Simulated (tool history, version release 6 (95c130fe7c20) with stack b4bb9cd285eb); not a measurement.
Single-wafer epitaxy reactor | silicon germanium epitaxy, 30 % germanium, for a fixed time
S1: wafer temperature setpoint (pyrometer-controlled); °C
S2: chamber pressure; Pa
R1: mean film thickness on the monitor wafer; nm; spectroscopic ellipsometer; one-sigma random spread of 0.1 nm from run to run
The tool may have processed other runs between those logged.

run  hour   S1    S2      R1
  1   0.0  600  2906  54.811
  2   7.4  600  3306  57.413
  3   9.4  600  3560  58.940
  4  16.7  596  3560  54.900
  5  25.6  596  3826  56.259
  6  30.4  594  3813  54.278
  7  38.8  592  3800  52.445
  8  44.6  590  3786  50.588

Run 9 comes next. What will it give?
  9  46.3  582  3746   ?

Run 9 came out at R1 43.551 nm.
